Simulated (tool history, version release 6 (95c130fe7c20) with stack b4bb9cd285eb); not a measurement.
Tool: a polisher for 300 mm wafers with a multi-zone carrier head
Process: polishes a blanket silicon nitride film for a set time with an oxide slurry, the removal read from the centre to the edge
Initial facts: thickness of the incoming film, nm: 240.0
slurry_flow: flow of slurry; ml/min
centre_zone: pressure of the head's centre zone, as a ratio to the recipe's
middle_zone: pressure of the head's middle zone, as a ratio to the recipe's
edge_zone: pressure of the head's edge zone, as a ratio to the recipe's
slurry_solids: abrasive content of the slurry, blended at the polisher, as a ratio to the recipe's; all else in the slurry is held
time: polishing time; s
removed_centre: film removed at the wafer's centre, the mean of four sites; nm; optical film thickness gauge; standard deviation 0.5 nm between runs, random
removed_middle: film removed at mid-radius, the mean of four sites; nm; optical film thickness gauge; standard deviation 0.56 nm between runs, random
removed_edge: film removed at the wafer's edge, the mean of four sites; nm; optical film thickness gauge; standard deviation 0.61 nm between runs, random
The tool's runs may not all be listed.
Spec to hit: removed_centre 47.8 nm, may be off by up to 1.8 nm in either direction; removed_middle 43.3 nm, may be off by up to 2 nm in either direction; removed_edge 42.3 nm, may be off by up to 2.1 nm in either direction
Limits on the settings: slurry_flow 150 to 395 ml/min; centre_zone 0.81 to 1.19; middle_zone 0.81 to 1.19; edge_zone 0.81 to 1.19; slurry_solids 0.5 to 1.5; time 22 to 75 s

run,day,slurry_flow,centre_zone,middle_zone,edge_zone,slurry_solids,time,removed_centre,removed_middle,removed_edge
1,0,250,1,1,1,1,48,30.066,28.8,27.953
2,0.358,255,1.02,1.01,1.03,1.15,50,34.139,32.434,31.711
3,0.592,260,1.04,1.02,1.05,1.25,51,36.603,33.959,34.607
4,0.721,265,1.07,1.05,1.05,1.3,52,38.232,36.488,35.385
5,1.021,270,1.09,1.05,1.05,1.35,53,40.822,37.464,35.579
6,1.217,270,1.09,1.05,1.05,1.15,53,39.468,34.996,34.404
7,1.562,275,1.11,1.07,1.07,1.25,53,41.23,36.958,35.411
8,1.792,280,1.12,1.08,1.09,1.3,54,42.576,37.73,37.369
9,2.058,280,1.13,1.09,1.1,1.35,55,44.186,39.69,38.407
# day 2.433: edge zone pressure recalibrated
10,2.433,285,1.13,1.09,1.11,1.4,55,44.513,41.122,39.721
11,2.492,290,1.14,1.09,1.12,1.4,55,45.363,40.336,40.922

Which single option among these 4 for the next run brings every result within its allowed miss of target? Just one does.
A,2.55,375,1.15,1.11,1.17,1.25,58,?,?,?
B,2.55,325,1.07,1.03,1.19,1.5,53,?,?,?
C,2.55,265,1.06,1.1,1.13,1.45,55,?,?,?
D,2.55,265,1.18,1.15,0.94,1.4,56,?,?,?

move,removed_centre,removed_middle,removed_edge
A,47.499,42.91,43.189
B,42.526,38.837,42.107
C,42.418,41.419,41.653
D,47.547,43.265,38.874
A: each result inside its tolerance
B: moves away from the targets compared with the last run
C: meets the target for the result that was furthest off, but another lies outside its allowed miss
D: meets the target for the result that was furthest off, but another lies outside its allowed miss
Go with A: it meets all targets.
